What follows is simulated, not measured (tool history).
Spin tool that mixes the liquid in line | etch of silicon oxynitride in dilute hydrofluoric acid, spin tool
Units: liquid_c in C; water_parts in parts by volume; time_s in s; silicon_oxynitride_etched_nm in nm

Run 1, hour 0: liquid_c 23 C, water_parts 105 parts by volume, time_s 90 s. Result: silicon_oxynitride_etched_nm 3.5278 nm.
Run 2, hour 4.8: liquid_c 23.5 C, water_parts 105 parts by volume, time_s 90 s. Result: silicon_oxynitride_etched_nm 3.7177 nm.
Run 3, hour 6.8: liquid_c 23.5 C, water_parts 140 parts by volume, time_s 90 s. Result: silicon_oxynitride_etched_nm 2.6657 nm.
Run 4, hour 8.9: liquid_c 25 C, water_parts 140 parts by volume, time_s 90 s. Result: silicon_oxynitride_etched_nm 2.8571 nm.
Run 5, hour 14.2: liquid_c 26 C, water_parts 140 parts by volume, time_s 90 s. Result: silicon_oxynitride_etched_nm 3.0177 nm.
Run 6, hour 21: liquid_c 26 C, water_parts 140 parts by volume, time_s 70 s. Result: silicon_oxynitride_etched_nm 2.3288 nm.
Run 7, hour 27.5: liquid_c 26.5 C, water_parts 135 parts by volume, time_s 70 s. Result: silicon_oxynitride_etched_nm 2.4888 nm.
Run 8, hour 32.7: liquid_c 27 C, water_parts 130 parts by volume, time_s 70 s. Result: silicon_oxynitride_etched_nm 2.6606 nm.
Run 9, hour 36.4: liquid_c 27.5 C, water_parts 125 parts by volume, time_s 70 s. Result: silicon_oxynitride_etched_nm 2.8024 nm.
Run 10, hour 38.7: liquid_c 27.5 C, water_parts 125 parts by volume, time_s 70 s. Result: silicon_oxynitride_etched_nm 2.8611 nm.
Run 11, hour 46.7: liquid_c 28 C, water_parts 120 parts by volume, time_s 70 s. Result: silicon_oxynitride_etched_nm 3.0204 nm.

Forecast run 12:
Run 12, hour 48.4: liquid_c 28.5 C, water_parts 115 parts by volume, time_s 70 s. Result: silicon_oxynitride_etched_nm ?.

{"run 12": {"silicon_oxynitride_etched_nm": 3.2438}}

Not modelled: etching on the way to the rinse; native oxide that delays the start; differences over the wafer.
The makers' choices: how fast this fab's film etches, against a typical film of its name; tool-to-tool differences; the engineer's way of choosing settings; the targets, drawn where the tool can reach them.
